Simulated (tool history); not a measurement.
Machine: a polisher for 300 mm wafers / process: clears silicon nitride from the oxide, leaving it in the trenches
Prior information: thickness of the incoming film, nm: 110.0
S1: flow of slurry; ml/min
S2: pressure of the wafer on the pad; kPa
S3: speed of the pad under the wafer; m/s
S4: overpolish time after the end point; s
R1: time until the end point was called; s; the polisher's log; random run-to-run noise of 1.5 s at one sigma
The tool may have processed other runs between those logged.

run  hour   S1    S2    S3  S4      R1
  1     0  320    20  1.24   7  89.507
  2   8.8  320  18.6  1.24   7    94.3
  3  12.5  320  18.6  1.24   7  97.738
  4  13.6  320  18.6   1.4   7    87.4
  5  21.6  320  16.5   1.4   7  97.069
  6  24.8  320  15.2   1.4   7  107.14

Expected results for the next run?
  7  28.7  320  14.5  1.4   7   ?

{"run 7": {"R1": 109.97}}

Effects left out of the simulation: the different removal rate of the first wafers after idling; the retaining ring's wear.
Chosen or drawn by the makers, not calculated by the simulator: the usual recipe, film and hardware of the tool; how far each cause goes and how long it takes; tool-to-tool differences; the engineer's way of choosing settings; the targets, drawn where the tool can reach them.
